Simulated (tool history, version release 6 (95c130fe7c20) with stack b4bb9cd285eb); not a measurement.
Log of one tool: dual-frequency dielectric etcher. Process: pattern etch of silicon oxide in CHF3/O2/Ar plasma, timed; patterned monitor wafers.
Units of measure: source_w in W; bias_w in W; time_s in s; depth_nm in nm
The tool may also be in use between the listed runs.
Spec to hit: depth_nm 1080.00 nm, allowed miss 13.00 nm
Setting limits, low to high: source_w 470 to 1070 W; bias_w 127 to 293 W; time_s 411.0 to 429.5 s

run 1 hour=0.0 | source_w=770 bias_w=210 time_s=411.0 | depth_nm=933.30
run 2 hour=8.6 | source_w=850 bias_w=212 time_s=411.0 | depth_nm=974.55
run 3 hour=13.2 | source_w=720 bias_w=212 time_s=411.0 | depth_nm=904.61
run 4 hour=20.6 | source_w=720 bias_w=188 time_s=411.0 | depth_nm=877.96
run 5 hour=25.6 | source_w=720 bias_w=210 time_s=411.0 | depth_nm=904.02
run 6 hour=33.4 | source_w=720 bias_w=239 time_s=411.0 | depth_nm=930.96
run 7 hour=41.5 | source_w=790 bias_w=241 time_s=411.0 | depth_nm=977.29
run 8 hour=46.4 | source_w=840 bias_w=242 time_s=411.0 | depth_nm=1008.10
run 9 hour=54.8 | source_w=870 bias_w=243 time_s=411.0 | depth_nm=1022.90
run 10 hour=61.5 | source_w=870 bias_w=243 time_s=411.0 | depth_nm=1014.80
run 11 hour=70.1 | source_w=900 bias_w=244 time_s=411.0 | depth_nm=1037.90
run 12 hour=76.2 | source_w=920 bias_w=245 time_s=411.0 | depth_nm=1048.30

Consider the 5 candidate settings below. Which is the only one whose results all fall within their allowed miss of target?
run A hour=82.3 | source_w=830 bias_w=270 time_s=421.0 | depth_nm=?
run B hour=82.3 | source_w=900 bias_w=232 time_s=412.0 | depth_nm=?
run C hour=82.3 | source_w=840 bias_w=222 time_s=413.5 | depth_nm=?
run D hour=82.3 | source_w=860 bias_w=266 time_s=423.5 | depth_nm=?
run E hour=82.3 | source_w=870 bias_w=243 time_s=416.0 | depth_nm=?

move=A depth_nm=1058.70
move=B depth_nm=1025.60
move=C depth_nm=986.86
move=D depth_nm=1076.30
move=E depth_nm=1034.40
A: closes in on the targets versus the last run, not all within tolerance yet
B: moves away from the targets compared with the last run
C: moves away from the targets compared with the last run
D: hits every target within its allowed miss
E: moves away from the targets compared with the last run
Go with D: it meets all targets.
